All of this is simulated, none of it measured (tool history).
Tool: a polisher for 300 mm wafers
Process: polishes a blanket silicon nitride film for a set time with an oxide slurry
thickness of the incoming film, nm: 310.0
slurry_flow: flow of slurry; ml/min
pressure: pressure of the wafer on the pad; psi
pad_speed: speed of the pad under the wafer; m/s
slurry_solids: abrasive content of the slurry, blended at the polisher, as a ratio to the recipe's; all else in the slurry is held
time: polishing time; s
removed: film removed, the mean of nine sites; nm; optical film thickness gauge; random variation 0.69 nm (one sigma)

{"run": 1, "hour": 0.0, "slurry_flow": 185, "pressure": 4.2, "pad_speed": 1.2, "slurry_solids": 1, "time": 45, "removed": 38.01}
{"run": 2, "hour": 7.6, "slurry_flow": 185, "pressure": 4.4, "pad_speed": 1.2, "slurry_solids": 1, "time": 45, "removed": 39.857}
{"run": 3, "hour": 8.2, "slurry_flow": 185, "pressure": 4.4, "pad_speed": 1.2, "slurry_solids": 0.85, "time": 45, "removed": 37.434}
{"run": 4, "hour": 12.5, "slurry_flow": 185, "pressure": 4.6, "pad_speed": 1.2, "slurry_solids": 0.85, "time": 45, "removed": 38.776}
{"run": 5, "hour": 18.9, "slurry_flow": 185, "pressure": 4.6, "pad_speed": 1.2, "slurry_solids": 1.05, "time": 45, "removed": 42.111}
{"run": 6, "hour": 19.7, "slurry_flow": 210, "pressure": 4.6, "pad_speed": 1.2, "slurry_solids": 1.05, "time": 45, "removed": 41.946}

Run 7 comes next. What will it give?
{"run": 7, "hour": 28.0, "slurry_flow": 210, "pressure": 4.8, "pad_speed": 1.2, "slurry_solids": 1.05, "time": 45, "removed": "?"}

Run 7 gave removed 43.172 nm.
